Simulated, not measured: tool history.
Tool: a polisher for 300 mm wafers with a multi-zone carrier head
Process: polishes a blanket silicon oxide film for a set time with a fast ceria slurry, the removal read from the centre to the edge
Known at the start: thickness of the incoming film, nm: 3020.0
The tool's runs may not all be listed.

run	hour	flow of slurry (ml/min)	pressure of the head's centre zone	pressure of the head's middle zone	pressure of the head's edge zone	polishing time (s)	film removed at the wafer's centre (nm)	film removed at mid-radius (nm)	film removed at the wafer's edge (nm)
1	0	295	1	1	1	46	527.6	523.48	520.29
2	4	300	1.02	1.03	0.95	42	493.38	495.69	464.28
3	4.9	300	0.94	1.03	0.95	42	449.95	497.21	460.39
4	5.9	300	1.03	1.03	0.95	42	497.31	488.28	466.65
5	13.3	340	1.03	1.03	0.95	42	500.32	493.19	470.65
6	20.2	340	1.03	1.03	0.88	42	499.77	500.85	456.91
7	26.2	325	1.04	1.05	0.86	39	473.38	463.61	417.03
8	30.7	305	1.03	1.07	0.84	38	441.59	462.3	403.65

Forecast run 9:
9	31.4	305	1.05	1.09	0.83	36	?	?	?

{"run 9": {"film removed at the wafer's centre (nm)": 432.45, "film removed at mid-radius (nm)": 442.65, "film removed at the wafer's edge (nm)": 379.74}}

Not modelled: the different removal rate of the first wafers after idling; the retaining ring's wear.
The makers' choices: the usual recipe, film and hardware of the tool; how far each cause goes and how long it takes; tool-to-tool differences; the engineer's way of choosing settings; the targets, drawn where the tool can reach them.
